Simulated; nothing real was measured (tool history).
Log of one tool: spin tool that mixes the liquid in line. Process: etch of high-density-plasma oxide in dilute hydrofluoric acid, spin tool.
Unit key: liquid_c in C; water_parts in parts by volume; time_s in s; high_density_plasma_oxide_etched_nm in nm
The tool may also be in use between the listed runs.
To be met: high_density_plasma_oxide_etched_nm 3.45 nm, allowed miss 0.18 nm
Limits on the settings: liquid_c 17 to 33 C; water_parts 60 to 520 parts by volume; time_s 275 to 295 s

run  hour  liquid_c  water_parts  time_s  high_density_plasma_oxide_etched_nm
  1     0        25          290     275                               4.2861
  2   5.1        25          290     295                               4.5673
  3   9.1      27.5          290     295                               4.9094
  4  16.4      27.5          355     295                               3.6946
  5  20.9        31          355     295                               4.2522
  6  23.6      29.5          360     295                                4.036
  7  31.8      28.5          365     295                               3.8071
  8  39.5        28          370     295                               3.6375

Which single option among these 4 for the next run brings every result within its allowed miss of target? Just one does.
  A  47.2        25          320     295                                    ?
  B  47.2      27.5          385     295                                    ?
  C  47.2        26          345     295                                    ?
  D  47.2        29          365     295                                    ?

move  high_density_plasma_oxide_etched_nm
   A                               4.0256
   B                               3.4088
   C                               3.7678
   D                               3.8446
A: misses by more than the last run did
B: each result inside its tolerance
C: misses by more than the last run did
D: misses by more than the last run did
B is the move that brings every result within its allowed miss.

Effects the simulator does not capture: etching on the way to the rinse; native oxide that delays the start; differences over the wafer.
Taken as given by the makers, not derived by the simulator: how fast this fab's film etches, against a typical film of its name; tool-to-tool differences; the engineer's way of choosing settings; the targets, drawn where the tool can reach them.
